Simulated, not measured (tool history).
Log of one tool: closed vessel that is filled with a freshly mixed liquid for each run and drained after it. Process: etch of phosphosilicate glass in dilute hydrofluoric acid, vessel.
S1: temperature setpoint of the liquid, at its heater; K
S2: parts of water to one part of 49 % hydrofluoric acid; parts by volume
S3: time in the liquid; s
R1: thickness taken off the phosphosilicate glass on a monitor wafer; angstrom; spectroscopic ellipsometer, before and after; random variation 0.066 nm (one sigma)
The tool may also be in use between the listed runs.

| run | day | S1 | S2 | S3 | R1 |
|---|---|---|---|---|---|
| 1 | 0 | 297.15 | 230 | 30 | 58.116 |
| 2 | 0.275 | 297.15 | 195 | 30 | 71.342 |
| 3 | 0.504 | 297.15 | 195 | 30 | 71.559 |
| 4 | 0.817 | 297.15 | 195 | 30 | 71.809 |
| 5 | 0.896 | 299.65 | 150 | 30 | 107.06 |
| 6 | 1.133 | 301.15 | 130 | 30 | 134.8 |
| 7 | 1.262 | 302.15 | 120 | 30 | 152.11 |

Forecast run 8:
| 8 | 1.629 | 303.15 | 110 | 30 | ? |

{"run 8": {"R1": 175.16}}
